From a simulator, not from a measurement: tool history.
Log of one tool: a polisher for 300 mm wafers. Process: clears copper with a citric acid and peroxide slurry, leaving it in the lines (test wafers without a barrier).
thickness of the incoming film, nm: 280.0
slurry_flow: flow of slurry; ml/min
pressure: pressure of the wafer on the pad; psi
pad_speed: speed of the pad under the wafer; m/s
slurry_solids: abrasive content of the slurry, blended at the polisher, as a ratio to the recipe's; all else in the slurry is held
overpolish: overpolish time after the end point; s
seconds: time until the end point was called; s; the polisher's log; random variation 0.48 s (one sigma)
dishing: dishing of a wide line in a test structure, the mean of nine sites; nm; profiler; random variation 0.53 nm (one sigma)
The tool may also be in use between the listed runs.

run	hour	slurry_flow	pressure	pad_speed	slurry_solids	overpolish	seconds	dishing
1	0.0	170	3.9	0.88	1.0	16	96.020	30.225
2	5.6	200	3.9	0.88	1.0	16	94.060	30.662
3	11.9	245	3.9	0.88	1.0	16	91.697	30.923
4	13.4	245	4.5	0.88	1.0	14	80.193	31.577
5	17.9	245	5.0	0.88	1.0	13	71.434	32.473
6	26.8	245	5.3	0.88	1.0	12	69.288	32.259

Run 7 comes next. What will it give?
7	34.4	245	5.6	0.90	1.0	11	?	?

Run 7 gave seconds 63.773 s, dishing 31.533 nm.

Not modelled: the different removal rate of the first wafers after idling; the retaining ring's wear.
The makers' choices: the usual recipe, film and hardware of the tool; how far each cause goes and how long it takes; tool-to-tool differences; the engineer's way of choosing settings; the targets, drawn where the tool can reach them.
